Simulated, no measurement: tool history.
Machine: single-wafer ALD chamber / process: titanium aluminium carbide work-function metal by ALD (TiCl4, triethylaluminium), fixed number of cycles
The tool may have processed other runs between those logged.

run,hour,heater temperature setpoint (K),triethylaluminium pulse time (s),mean film thickness on the monitor wafer (angstrom)
1,0.0,563.15,10.56,16.443
2,3.5,573.15,10.56,17.087
3,11.6,566.15,9.25,16.090
4,14.0,557.15,9.25,15.445
5,18.6,557.15,12.13,16.604
6,19.6,554.15,11.22,16.356
7,26.8,552.15,10.14,15.825
8,29.3,550.15,9.25,15.162

What will run 9 give?
9,35.6,548.15,8.94,?

mean film thickness on the monitor wafer (angstrom): 14.763

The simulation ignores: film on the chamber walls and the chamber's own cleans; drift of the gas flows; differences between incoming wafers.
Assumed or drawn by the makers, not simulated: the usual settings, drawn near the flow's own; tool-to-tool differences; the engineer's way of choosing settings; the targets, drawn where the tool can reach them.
